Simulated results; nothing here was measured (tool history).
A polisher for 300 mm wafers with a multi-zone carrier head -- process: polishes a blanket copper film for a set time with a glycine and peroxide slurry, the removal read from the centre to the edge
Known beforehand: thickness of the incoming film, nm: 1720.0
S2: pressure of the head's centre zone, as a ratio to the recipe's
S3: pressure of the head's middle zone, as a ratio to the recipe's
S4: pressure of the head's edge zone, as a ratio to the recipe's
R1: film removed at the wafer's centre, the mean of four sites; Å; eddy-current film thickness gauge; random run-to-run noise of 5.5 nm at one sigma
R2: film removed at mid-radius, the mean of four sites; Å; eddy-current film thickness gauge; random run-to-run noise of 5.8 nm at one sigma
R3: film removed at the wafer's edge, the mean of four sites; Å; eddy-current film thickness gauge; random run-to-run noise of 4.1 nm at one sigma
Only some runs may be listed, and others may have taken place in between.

{"run": 1, "hour": 0.0, "flow of slurry (ml/min)": 265, "S2": 1, "S3": 1, "S4": 1, "polishing time (s)": 88, "R1": 3003.5, "R2": 2981.6, "R3": 2960.1}
{"run": 2, "hour": 5.6, "flow of slurry (ml/min)": 265, "S2": 1, "S3": 1, "S4": 1, "polishing time (s)": 107, "R1": 3652.7, "R2": 3675.6, "R3": 3611.5}
{"run": 3, "hour": 13.2, "flow of slurry (ml/min)": 265, "S2": 1, "S3": 1.08, "S4": 1, "polishing time (s)": 107, "R1": 3630.5, "R2": 3934.4, "R3": 3639.6}
{"run": 4, "hour": 19.8, "flow of slurry (ml/min)": 265, "S2": 1.08, "S3": 1.08, "S4": 1, "polishing time (s)": 107, "R1": 4018.5, "R2": 3902.5, "R3": 3592.7}
{"run": 5, "hour": 21.2, "flow of slurry (ml/min)": 265, "S2": 1.14, "S3": 1.08, "S4": 1, "polishing time (s)": 107, "R1": 4184.1, "R2": 3886, "R3": 3579.6}
{"run": 6, "hour": 28.4, "flow of slurry (ml/min)": 265, "S2": 1.12, "S3": 1.08, "S4": 1.02, "polishing time (s)": 108, "R1": 4075.2, "R2": 4036.3, "R3": 3728.7}
{"run": 7, "hour": 30.5, "flow of slurry (ml/min)": 265, "S2": 1.12, "S3": 1.07, "S4": 1.03, "polishing time (s)": 108, "R1": 4170.3, "R2": 3868.7, "R3": 3694.5}
{"run": 8, "hour": 39.0, "flow of slurry (ml/min)": 265, "S2": 1.11, "S3": 1.07, "S4": 1.04, "polishing time (s)": 108, "R1": 4008.9, "R2": 3958.5, "R3": 3755.1}

The next listed run, before its measurement:
{"run": 9, "hour": 46.0, "flow of slurry (ml/min)": 265, "S2": 1.11, "S3": 1.06, "S4": 1.05, "polishing time (s)": 108, "R1": "?", "R2": "?", "R3": "?"}

{"run 9": {"R1": 4085.1, "R2": 3926.7, "R3": 3754.2}}
